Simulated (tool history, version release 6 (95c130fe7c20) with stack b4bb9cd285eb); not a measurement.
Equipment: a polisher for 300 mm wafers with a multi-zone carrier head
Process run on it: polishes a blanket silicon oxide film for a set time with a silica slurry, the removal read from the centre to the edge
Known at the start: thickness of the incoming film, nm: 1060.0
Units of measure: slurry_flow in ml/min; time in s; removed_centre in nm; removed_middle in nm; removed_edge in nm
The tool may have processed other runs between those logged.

| run | day | slurry_flow | centre_zone | middle_zone | edge_zone | slurry_solids | time | removed_centre | removed_middle | removed_edge |
|---|---|---|---|---|---|---|---|---|---|---|
| 1 | 0 | 185 | 1 | 1 | 1 | 1 | 60 | 192.53 | 197.21 | 195.17 |
| 2 | 0.058 | 185 | 1 | 1 | 1.03 | 1 | 60 | 189.56 | 194.54 | 196.25 |
| 3 | 0.112 | 185 | 0.96 | 1 | 1.03 | 1 | 60 | 186.94 | 196.73 | 193.54 |
| 4 | 0.225 | 185 | 0.96 | 1.03 | 1.03 | 1 | 60 | 186.03 | 204.99 | 203.69 |
| 5 | 0.267 | 185 | 0.96 | 1.03 | 1.03 | 1.15 | 60 | 199.28 | 215.05 | 205.74 |
|  | 0.433 | worn pad replaced by a new one |
| 6 | 0.433 | 175 | 0.94 | 1.01 | 1.05 | 1.15 | 64 | 216.44 | 240.71 | 240.35 |

Forecast run 7:
| 7 | 0.479 | 170 | 0.94 | 1 | 1.07 | 1.2 | 64 | ? | ? | ? |

{"run 7": {"removed_centre": 224.47, "removed_middle": 237.76, "removed_edge": 246.82}}

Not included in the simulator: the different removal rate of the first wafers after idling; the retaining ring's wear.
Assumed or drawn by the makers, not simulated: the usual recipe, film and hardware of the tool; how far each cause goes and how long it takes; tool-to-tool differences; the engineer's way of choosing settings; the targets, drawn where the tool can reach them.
